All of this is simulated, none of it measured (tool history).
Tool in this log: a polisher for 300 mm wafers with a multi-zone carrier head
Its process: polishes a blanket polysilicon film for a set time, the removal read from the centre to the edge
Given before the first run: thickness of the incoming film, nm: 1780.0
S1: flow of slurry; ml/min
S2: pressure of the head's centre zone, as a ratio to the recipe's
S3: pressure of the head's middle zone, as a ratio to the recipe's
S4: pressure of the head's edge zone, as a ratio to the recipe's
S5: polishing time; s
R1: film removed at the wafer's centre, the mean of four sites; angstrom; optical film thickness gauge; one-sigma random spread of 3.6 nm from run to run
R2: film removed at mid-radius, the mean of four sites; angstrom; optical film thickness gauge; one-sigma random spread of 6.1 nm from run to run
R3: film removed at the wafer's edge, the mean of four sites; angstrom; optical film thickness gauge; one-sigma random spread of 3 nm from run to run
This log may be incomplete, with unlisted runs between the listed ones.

run	hour	S1	S2	S3	S4	S5	R1	R2	R3
1	0.0	130	1.00	1.00	1.00	47	3173.5	3152.9	3159.8
2	1.7	130	1.00	1.04	1.00	47	3162.0	3279.1	3147.6
3	8.1	140	1.03	1.05	1.03	48	3360.6	3402.2	3271.0
4	13.0	140	1.03	1.05	0.96	48	3417.9	3324.9	3225.2
5	16.5	145	1.05	1.05	0.98	49	3525.4	3438.9	3323.5
6	18.4	120	1.05	1.05	0.98	49	3418.1	3350.0	3222.9

What will run 7 give?
7	23.9	130	1.07	1.05	1.00	50	?	?	?

R1: 3634.3 angstrom
R2: 3435.2 angstrom
R3: 3371.7 angstrom
